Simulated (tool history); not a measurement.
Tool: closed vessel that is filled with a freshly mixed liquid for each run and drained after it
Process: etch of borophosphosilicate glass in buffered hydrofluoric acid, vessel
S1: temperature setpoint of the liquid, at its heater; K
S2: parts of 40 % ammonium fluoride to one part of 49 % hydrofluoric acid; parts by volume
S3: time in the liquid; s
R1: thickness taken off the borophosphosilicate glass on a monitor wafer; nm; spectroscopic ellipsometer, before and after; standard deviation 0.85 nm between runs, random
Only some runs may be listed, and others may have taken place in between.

run 1 hour=0 | S1=293.15 S2=8 S3=30 | R1=59.904
run 2 hour=3 | S1=293.15 S2=6.5 S3=30 | R1=73.687
run 3 hour=5.3 | S1=290.65 S2=6.5 S3=30 | R1=63.675
run 4 hour=12.7 | S1=291.15 S2=6.5 S3=30 | R1=65.345
run 5 hour=14.9 | S1=291.65 S2=6.5 S3=30 | R1=66.716
run 6 hour=18.2 | S1=291.65 S2=8.5 S3=30 | R1=51.396
run 7 hour=26.3 | S1=292.65 S2=8.5 S3=30 | R1=53.147
run 8 hour=31.7 | S1=293.65 S2=8.5 S3=30 | R1=57.059
run 9 hour=36.9 | S1=294.15 S2=8.5 S3=30 | R1=59.577
run 10 hour=40.9 | S1=294.65 S2=8.5 S3=30 | R1=60.993
run 11 hour=44.1 | S1=295.15 S2=8.5 S3=30 | R1=62.174

What does the tool deliver on the next run?
run 12 hour=52.8 | S1=295.65 S2=8.5 S3=30 | R1=?

Run 12 gave R1 63.142 nm.
